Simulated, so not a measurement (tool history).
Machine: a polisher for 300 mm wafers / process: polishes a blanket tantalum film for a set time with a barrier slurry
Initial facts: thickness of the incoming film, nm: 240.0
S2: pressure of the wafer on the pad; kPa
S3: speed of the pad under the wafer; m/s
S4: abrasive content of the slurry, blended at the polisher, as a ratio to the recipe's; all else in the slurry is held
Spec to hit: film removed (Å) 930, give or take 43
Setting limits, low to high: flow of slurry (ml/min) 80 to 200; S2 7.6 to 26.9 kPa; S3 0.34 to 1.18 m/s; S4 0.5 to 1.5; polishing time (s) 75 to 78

Run 1, hour 0: flow of slurry (ml/min) 130, S2 17.2 kPa, S3 0.76 m/s, S4 1, polishing time (s) 75. Result: film removed (Å) 1374.9.
Run 2, hour 4.4: flow of slurry (ml/min) 115, S2 17.2 kPa, S3 0.76 m/s, S4 1, polishing time (s) 75. Result: film removed (Å) 1359.5.
Run 3, hour 10.4: flow of slurry (ml/min) 115, S2 15.2 kPa, S3 0.76 m/s, S4 1, polishing time (s) 75. Result: film removed (Å) 1191.6.
Run 4, hour 15.5: flow of slurry (ml/min) 115, S2 15.2 kPa, S3 0.76 m/s, S4 1, polishing time (s) 78. Result: film removed (Å) 1292.
Run 5, hour 16.2: flow of slurry (ml/min) 115, S2 15.2 kPa, S3 0.76 m/s, S4 1.2, polishing time (s) 78. Result: film removed (Å) 1326.2.
Run 6, hour 22.5: flow of slurry (ml/min) 115, S2 13.1 kPa, S3 0.76 m/s, S4 1.2, polishing time (s) 78. Result: film removed (Å) 1136.5.
Run 7, hour 26.1: flow of slurry (ml/min) 115, S2 12.4 kPa, S3 0.76 m/s, S4 1.2, polishing time (s) 78. Result: film removed (Å) 1072.5.
Run 8, hour 34.5: flow of slurry (ml/min) 115, S2 11.7 kPa, S3 0.76 m/s, S4 1.2, polishing time (s) 78. Result: film removed (Å) 1025.6.

Exactly one of the 4 candidate moves below puts every result within its allowed miss. Which one?
Run A, hour 42.9: flow of slurry (ml/min) 110, S2 11.7 kPa, S3 0.92 m/s, S4 1.05, polishing time (s) 77. Result: film removed (Å) ?.
Run B, hour 42.9: flow of slurry (ml/min) 80, S2 12.4 kPa, S3 0.78 m/s, S4 1.3, polishing time (s) 78. Result: film removed (Å) ?.
Run C, hour 42.9: flow of slurry (ml/min) 115, S2 11.7 kPa, S3 0.82 m/s, S4 1.1, polishing time (s) 78. Result: film removed (Å) ?.
Run D, hour 42.9: flow of slurry (ml/min) 115, S2 13.8 kPa, S3 0.62 m/s, S4 1.15, polishing time (s) 75. Result: film removed (Å) ?.

move  film removed (Å)
   A            1165.9
   B            1035.4
   C            1075.8
   D            931.06
A: lands further from the targets than the last run did
B: lands further from the targets than the last run did
C: lands further from the targets than the last run did
D: hits every target within its allowed miss
The move that meets every target is D.
